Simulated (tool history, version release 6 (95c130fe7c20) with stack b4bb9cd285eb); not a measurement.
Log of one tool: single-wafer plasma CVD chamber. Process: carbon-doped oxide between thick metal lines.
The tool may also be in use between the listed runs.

run,hour,heater temperature setpoint (K),chamber pressure (Pa),RF power (kW),deposition time (s),mean film thickness on the monitor wafer (angstrom)
1,0.0,603.15,588,0.445,61.5,2953.9
2,4.8,605.15,563,0.435,61.4,2856.6
3,5.3,605.15,521,0.435,61.4,2815.0
4,7.9,605.15,521,0.495,61.4,3155.6
5,15.6,605.15,521,0.540,61.4,3377.0
6,22.1,613.15,521,0.540,61.4,3267.3
7,29.9,615.15,507,0.515,61.1,3133.2
8,33.5,616.15,501,0.495,60.8,3001.8

The next listed run, before its measurement:
9,41.7,617.15,495,0.480,60.6,?

{"run 9": {"mean film thickness on the monitor wafer (angstrom)": 2899.0}}
